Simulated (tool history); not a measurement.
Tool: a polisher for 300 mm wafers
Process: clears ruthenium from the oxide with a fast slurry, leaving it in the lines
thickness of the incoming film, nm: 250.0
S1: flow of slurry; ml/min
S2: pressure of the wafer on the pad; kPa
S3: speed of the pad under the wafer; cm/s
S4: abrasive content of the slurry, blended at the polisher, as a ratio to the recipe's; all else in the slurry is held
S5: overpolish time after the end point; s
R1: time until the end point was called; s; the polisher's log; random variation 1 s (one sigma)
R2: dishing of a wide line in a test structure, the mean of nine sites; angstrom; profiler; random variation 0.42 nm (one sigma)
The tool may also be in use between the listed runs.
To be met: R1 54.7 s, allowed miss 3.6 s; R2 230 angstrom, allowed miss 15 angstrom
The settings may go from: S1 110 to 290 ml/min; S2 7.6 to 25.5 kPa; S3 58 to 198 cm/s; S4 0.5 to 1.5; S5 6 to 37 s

run  hour   S1    S2   S3    S4  S5      R1      R2
  1     0  185  16.5  128     1  19  61.152  553.11
  2   4.5  185  16.5  128     1  15  61.624  482.74
  3   9.4  185  15.9  128     1  12  66.129   360.1
  4  14.2  185  13.8  148  1.05  10  62.395  312.78
  5  22.2  185  13.8  148   1.2  10   57.91  348.13
  6  28.3  190  13.1  162   1.1   9  58.713  310.31
  7    34  185  12.4  172   1.1   8  58.572  280.64
  8  41.9  135    11  198   1.1   6  59.184  218.61

4 next moves are on the table. One of them brings every result within its allowed miss. Which?
  A  49.8  175  15.2  198   0.9   6   ?   ?
  B  49.8  160  12.4  190  1.05   6   ?   ?
  C  49.8  110    11  198  0.95   6   ?   ?
  D  49.8  160   9.7  194   1.1   6   ?   ?

move      R1      R2
   A  47.516  266.47
   B  55.138   231.5
   C  65.197  197.32
   D  64.981  197.95
A: takes the result that was furthest off past its target
B: meets every target
C: further off than the last run
D: further off than the last run
Move B is the one to make.

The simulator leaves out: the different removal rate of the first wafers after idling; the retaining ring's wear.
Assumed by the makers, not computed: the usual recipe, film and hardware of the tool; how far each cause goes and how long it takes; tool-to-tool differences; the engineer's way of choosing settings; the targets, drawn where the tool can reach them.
